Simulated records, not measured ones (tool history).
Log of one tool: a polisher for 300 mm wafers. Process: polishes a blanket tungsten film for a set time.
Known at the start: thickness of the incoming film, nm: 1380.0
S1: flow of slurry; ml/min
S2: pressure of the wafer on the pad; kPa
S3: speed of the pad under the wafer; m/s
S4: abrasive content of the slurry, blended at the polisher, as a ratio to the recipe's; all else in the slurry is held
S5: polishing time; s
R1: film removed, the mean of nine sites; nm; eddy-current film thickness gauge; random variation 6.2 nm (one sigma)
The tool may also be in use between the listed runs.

run 1 hour=0 | S1=320 S2=29 S3=0.96 S4=1 S5=71 | R1=349.09
run 2 hour=4.6 | S1=320 S2=29 S3=0.82 S4=1 S5=71 | R1=304.89
run 3 hour=12.9 | S1=320 S2=29 S3=1.06 S4=1 S5=71 | R1=383.71
run 4 hour=14.1 | S1=320 S2=29 S3=1.28 S4=1 S5=71 | R1=459.06
run 5 hour=21.6 | S1=320 S2=29 S3=1.28 S4=0.85 S5=71 | R1=437.71
run 6 hour=25.2 | S1=320 S2=29.6 S3=1.28 S4=0.85 S5=71 | R1=455.2

Forecast run 7:
run 7 hour=28.7 | S1=320 S2=30.3 S3=1.28 S4=0.85 S5=71 | R1=?

R1: 456.3 nm
